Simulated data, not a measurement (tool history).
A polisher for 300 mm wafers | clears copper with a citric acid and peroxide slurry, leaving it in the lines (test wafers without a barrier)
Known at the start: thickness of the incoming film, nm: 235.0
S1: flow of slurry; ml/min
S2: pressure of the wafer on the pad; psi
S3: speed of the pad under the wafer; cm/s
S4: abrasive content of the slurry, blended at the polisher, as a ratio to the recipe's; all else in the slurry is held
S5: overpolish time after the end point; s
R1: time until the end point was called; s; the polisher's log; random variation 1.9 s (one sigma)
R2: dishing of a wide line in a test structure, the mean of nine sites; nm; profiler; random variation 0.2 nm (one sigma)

{"run": 1, "hour": 0.0, "S1": 300, "S2": 2.1, "S3": 94, "S4": 1, "S5": 10, "R1": 167.02, "R2": 12.013}
{"run": 2, "hour": 4.6, "S1": 300, "S2": 2.2, "S3": 94, "S4": 1, "S5": 9, "R1": 157.91, "R2": 11.244}
{"run": 3, "hour": 7.3, "S1": 300, "S2": 2.2, "S3": 94, "S4": 1, "S5": 8, "R1": 156.9, "R2": 10.183}
{"run": 4, "hour": 8.3, "S1": 300, "S2": 2.2, "S3": 94, "S4": 0.9, "S5": 8, "R1": 158.79, "R2": 9.8074}
{"run": 5, "hour": 10.0, "S1": 300, "S2": 2.2, "S3": 74, "S4": 0.9, "S5": 8, "R1": 206.17, "R2": 7.6809}
{"run": 6, "hour": 11.5, "S1": 300, "S2": 2.3, "S3": 74, "S4": 0.9, "S5": 8, "R1": 188.55, "R2": 8.078}
{"run": 7, "hour": 15.1, "S1": 300, "S2": 2.4, "S3": 74, "S4": 0.9, "S5": 8, "R1": 183.23, "R2": 8.3489}
{"run": 8, "hour": 16.8, "S1": 300, "S2": 2.5, "S3": 74, "S4": 0.9, "S5": 8, "R1": 177.13, "R2": 8.6568}
{"run": 9, "hour": 25.7, "S1": 300, "S2": 2.6, "S3": 74, "S4": 0.9, "S5": 8, "R1": 171.94, "R2": 9.0571}
{"run": 10, "hour": 29.1, "S1": 300, "S2": 2.7, "S3": 74, "S4": 0.9, "S5": 8, "R1": 165.16, "R2": 9.5541}
{"run": 11, "hour": 33.1, "S1": 300, "S2": 2.8, "S3": 74, "S4": 0.9, "S5": 8, "R1": 164.57, "R2": 9.5465}
{"run": 12, "hour": 35.9, "S1": 300, "S2": 2.9, "S3": 76, "S4": 0.9, "S5": 8, "R1": 152.59, "R2": 10.266}

Run 13 comes next. What will it give?
{"run": 13, "hour": 37.4, "S1": 300, "S2": 2.9, "S3": 76, "S4": 0.9, "S5": 8, "R1": "?", "R2": "?"}

{"run 13": {"R1": 149.37, "R2": 10.194}}
